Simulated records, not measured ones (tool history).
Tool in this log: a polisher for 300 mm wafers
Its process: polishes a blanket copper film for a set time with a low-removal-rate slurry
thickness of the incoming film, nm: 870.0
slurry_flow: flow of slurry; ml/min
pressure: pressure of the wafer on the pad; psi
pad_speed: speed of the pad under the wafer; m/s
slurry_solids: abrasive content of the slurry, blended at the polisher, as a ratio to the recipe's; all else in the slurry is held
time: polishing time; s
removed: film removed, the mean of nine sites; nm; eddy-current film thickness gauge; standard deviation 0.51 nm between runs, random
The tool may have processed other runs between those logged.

run	hour	slurry_flow	pressure	pad_speed	slurry_solids	time	removed
1	0	195	2.9	0.84	1	28	58.798
2	2.5	195	2.9	0.7	1	28	50.386
3	6	200	3.1	0.7	1	28	52.611
4	13.2	200	3.1	0.7	0.85	28	49.593
5	20.7	200	3.3	0.7	0.85	28	52.302
6	26.8	200	3.3	0.7	0.75	28	49.259
7	28.3	205	3.5	0.72	0.75	28	52.59
8	34.6	210	4.3	0.82	0.75	28	68.467
9	40.7	210	4.3	0.84	0.75	28	69.469
10	48.7	210	4.3	0.86	0.75	28	71.828

Forecast run 11:
11	50.9	215	4.4	0.88	0.75	28	?

{"run 11": {"removed": 74.411}}

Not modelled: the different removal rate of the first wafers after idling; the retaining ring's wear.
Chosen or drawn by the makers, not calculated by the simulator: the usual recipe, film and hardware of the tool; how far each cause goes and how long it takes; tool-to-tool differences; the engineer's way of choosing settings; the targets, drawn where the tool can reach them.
